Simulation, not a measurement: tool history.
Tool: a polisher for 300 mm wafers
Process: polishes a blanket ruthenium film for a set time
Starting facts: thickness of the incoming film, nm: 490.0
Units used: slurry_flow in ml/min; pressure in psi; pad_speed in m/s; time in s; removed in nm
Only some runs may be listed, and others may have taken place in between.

run 1 hour=0.0 | slurry_flow=185 pressure=2.5 pad_speed=1.24 time=47 | removed=83.923
run 2 hour=1.1 | slurry_flow=185 pressure=2.1 pad_speed=1.24 time=47 | removed=70.697
run 3 hour=2.3 | slurry_flow=185 pressure=2.1 pad_speed=1.24 time=42 | removed=63.067
run 4 hour=3.6 | slurry_flow=210 pressure=2.1 pad_speed=1.24 time=42 | removed=63.616
run 5 hour=11.0 | slurry_flow=210 pressure=2.0 pad_speed=1.24 time=42 | removed=61.049
run 6 hour=18.2 | slurry_flow=210 pressure=2.5 pad_speed=1.24 time=42 | removed=78.247
run 7 hour=20.1 | slurry_flow=210 pressure=2.3 pad_speed=1.24 time=42 | removed=72.000
run 8 hour=24.2 | slurry_flow=210 pressure=2.2 pad_speed=1.24 time=42 | removed=67.384

Predict the results of run 9:
run 9 hour=27.8 | slurry_flow=210 pressure=2.1 pad_speed=1.24 time=42 | removed=?

Run 9 gave removed 65.068 nm.

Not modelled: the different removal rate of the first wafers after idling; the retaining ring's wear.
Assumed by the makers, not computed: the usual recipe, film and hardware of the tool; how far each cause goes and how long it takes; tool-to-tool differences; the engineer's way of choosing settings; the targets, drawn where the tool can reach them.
